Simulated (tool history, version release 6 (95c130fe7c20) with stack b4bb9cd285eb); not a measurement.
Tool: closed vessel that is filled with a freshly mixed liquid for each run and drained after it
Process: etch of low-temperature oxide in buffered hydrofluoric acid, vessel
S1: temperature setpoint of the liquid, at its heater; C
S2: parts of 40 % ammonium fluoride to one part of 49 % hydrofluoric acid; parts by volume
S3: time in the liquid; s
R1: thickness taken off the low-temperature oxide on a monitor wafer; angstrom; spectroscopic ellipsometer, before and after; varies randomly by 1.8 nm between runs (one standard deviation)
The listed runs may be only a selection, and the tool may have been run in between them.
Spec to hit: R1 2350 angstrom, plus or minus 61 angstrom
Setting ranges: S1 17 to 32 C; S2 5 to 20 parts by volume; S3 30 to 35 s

run 1 day=0 | S1=24 S2=12 S3=35 | R1=1263.2
run 2 day=0.271 | S1=26 S2=11.5 S3=35 | R1=1461.2
run 3 day=0.546 | S1=26 S2=11.5 S3=35 | R1=1482.2
run 4 day=0.725 | S1=26 S2=9 S3=35 | R1=1816.8
run 5 day=0.829 | S1=26 S2=7.5 S3=35 | R1=2210.4
run 6 day=1.017 | S1=26 S2=7.5 S3=30 | R1=1881.8
run 7 day=1.104 | S1=27 S2=7.5 S3=30 | R1=1987.3
run 8 day=1.321 | S1=28 S2=7.5 S3=30 | R1=2091.9
run 9 day=1.546 | S1=28.5 S2=7.5 S3=30 | R1=2145.9
run 10 day=1.704 | S1=29 S2=7.5 S3=30 | R1=2184.8

Which of these 5 next moves meets every target?
run A day=1.862 | S1=26.5 S2=6.5 S3=30 | R1=?
run B day=1.862 | S1=26 S2=8 S3=35 | R1=?
run C day=1.862 | S1=27.5 S2=7 S3=30 | R1=?
run D day=1.862 | S1=27.5 S2=7.5 S3=35 | R1=?
run E day=1.862 | S1=30.5 S2=8 S3=30 | R1=?

move=A R1=2233.1
move=B R1=2060.2
move=C R1=2207.1
move=D R1=2390.5
move=E R1=2232.9
A: closer than the last run, but not yet in spec
B: the biggest miss grows against the last run
C: closer than the last run, but not yet in spec
D: every result lands within tolerance
E: closer than the last run, but not yet in spec
So the answer is move D, the one that meets all the targets.

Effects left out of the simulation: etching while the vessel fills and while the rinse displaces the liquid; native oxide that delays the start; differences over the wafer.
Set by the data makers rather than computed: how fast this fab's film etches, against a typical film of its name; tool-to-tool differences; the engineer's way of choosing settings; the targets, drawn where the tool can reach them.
